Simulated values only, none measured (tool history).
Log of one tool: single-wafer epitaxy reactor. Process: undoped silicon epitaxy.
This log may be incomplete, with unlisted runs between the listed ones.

run	hour	wafer temperature setpoint (pyrometer-controlled) (deg C)	deposition time (s)	mean film thickness on the monitor wafer (angstrom)
1	0	670	175	440.97
2	8.3	677	175	511.42
3	14.3	674	175	473.52
4	22.3	669	175	436.18
5	23.1	666	175	402.39
6	27.4	664	175	389.19
7	33.5	662	175	371.39
8	35.1	661	175	365.63
9	39	660	175	354.77
10	41.4	659	175	350.47
11	49.4	658	175	338.16
12	57.7	657	175	334.37
13	63	656	175	328.91

Run 14, settings as shown, results not yet in. Your forecast:
14	67.2	651	175	?

Run 14 came out at mean film thickness on the monitor wafer (angstrom) 293.22.
